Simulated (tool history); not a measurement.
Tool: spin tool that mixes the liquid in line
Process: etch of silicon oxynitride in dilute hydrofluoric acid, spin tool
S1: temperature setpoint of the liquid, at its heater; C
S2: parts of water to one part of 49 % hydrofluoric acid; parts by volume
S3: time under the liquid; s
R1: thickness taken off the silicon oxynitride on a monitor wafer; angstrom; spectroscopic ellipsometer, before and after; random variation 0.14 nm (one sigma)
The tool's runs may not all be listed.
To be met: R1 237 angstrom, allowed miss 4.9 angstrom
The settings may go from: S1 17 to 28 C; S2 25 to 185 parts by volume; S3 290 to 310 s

run,hour,S1,S2,S3,R1
1,0,20,105,290,114.36
2,6.2,22,95,290,139.99
3,11.5,22,95,290,140.19
4,16.4,22,95,290,140.48
5,20.7,23.5,90,290,159.69
6,25.9,24.5,85,290,180.06
7,32.3,25.5,85,290,187.42
8,33.1,26,85,290,189.6
9,41.2,26,85,290,191.1
10,46,26.5,80,290,208.8
11,53.7,27,80,290,213.37

Which of these 4 next moves meets every target?
A,61.4,28,90,305,?
B,61.4,27.5,75,295,?
C,61.4,27.5,90,310,?
D,61.4,26,65,290,?

move,R1
A,207.56
B,238.82
C,206.16
D,254.78
A: further off than the last run
B: meets every target
C: further off than the last run
D: takes the result that was furthest off past its target
The right move is B.
